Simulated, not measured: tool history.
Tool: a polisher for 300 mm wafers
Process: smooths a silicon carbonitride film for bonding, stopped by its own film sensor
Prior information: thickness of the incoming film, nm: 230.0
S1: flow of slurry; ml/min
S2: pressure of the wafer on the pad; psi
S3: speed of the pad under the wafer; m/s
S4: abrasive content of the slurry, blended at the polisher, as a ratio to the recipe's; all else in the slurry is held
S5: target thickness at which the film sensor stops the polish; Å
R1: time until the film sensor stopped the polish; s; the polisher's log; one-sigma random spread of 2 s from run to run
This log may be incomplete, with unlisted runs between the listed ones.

run	hour	S1	S2	S3	S4	S5	R1
1	0.0	155	1.6	0.86	1.0	2200	66.969
2	3.7	195	1.6	0.86	1.0	2200	65.913
3	11.5	195	1.4	0.84	1.0	2200	74.220
4	19.1	195	1.4	0.84	0.9	2200	78.472
5	23.7	195	1.4	0.70	0.9	2200	86.030
6	27.0	195	1.4	0.92	0.9	2200	74.144
7	35.2	195	1.3	0.90	0.9	2200	81.161
8	38.7	195	1.2	0.88	0.9	2200	88.961

Run 9, settings as shown, results not yet in. Your forecast:
9	44.9	195	1.1	0.88	0.9	2200	?

{"run 9": {"R1": 94.109}}
